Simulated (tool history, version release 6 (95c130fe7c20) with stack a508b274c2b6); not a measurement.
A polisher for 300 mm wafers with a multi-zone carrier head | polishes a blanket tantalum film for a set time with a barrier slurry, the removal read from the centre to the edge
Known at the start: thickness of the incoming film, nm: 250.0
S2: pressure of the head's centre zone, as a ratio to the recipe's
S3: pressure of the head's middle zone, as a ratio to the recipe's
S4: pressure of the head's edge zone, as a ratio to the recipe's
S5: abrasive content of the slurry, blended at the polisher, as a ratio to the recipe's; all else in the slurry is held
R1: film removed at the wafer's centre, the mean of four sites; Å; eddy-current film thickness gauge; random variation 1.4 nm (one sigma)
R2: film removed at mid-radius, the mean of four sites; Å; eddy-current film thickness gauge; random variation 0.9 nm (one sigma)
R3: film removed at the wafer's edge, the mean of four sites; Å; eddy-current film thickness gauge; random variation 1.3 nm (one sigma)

run 1 hour=0.0 | flow_of_slurry_(ml/min)=265 S2=1.00 S3=1.00 S4=1.00 S5=1.00 polishing_time_(s)=54 | R1=887.57 R2=875.99 R3=893.90
run 2 hour=6.1 | flow_of_slurry_(ml/min)=270 S2=1.00 S3=1.02 S4=1.05 S5=1.15 polishing_time_(s)=55 | R1=961.28 R2=947.73 R3=983.12
run 3 hour=12.6 | flow_of_slurry_(ml/min)=280 S2=0.99 S3=1.05 S4=1.09 S5=1.25 polishing_time_(s)=55 | R1=952.05 R2=992.79 R3=992.91
run 4 hour=19.9 | flow_of_slurry_(ml/min)=280 S2=0.99 S3=0.97 S4=1.09 S5=1.25 polishing_time_(s)=55 | R1=947.97 R2=939.01 R3=1020.00
run 5 hour=22.9 | flow_of_slurry_(ml/min)=280 S2=0.99 S3=0.99 S4=1.10 S5=1.35 polishing_time_(s)=56 | R1=991.73 R2=998.44 R3=1041.10
run 6 hour=25.9 | flow_of_slurry_(ml/min)=285 S2=0.98 S3=1.00 S4=1.13 S5=1.40 polishing_time_(s)=57 | R1=1036.80 R2=1037.40 R3=1105.80

Run 7 comes next. What will it give?
run 7 hour=29.8 | flow_of_slurry_(ml/min)=295 S2=0.97 S3=1.02 S4=1.15 S5=1.40 polishing_time_(s)=57 | R1=? R2=? R3=?

R1: 996.28 Å
R2: 1057.00 Å
R3: 1100.20 Å
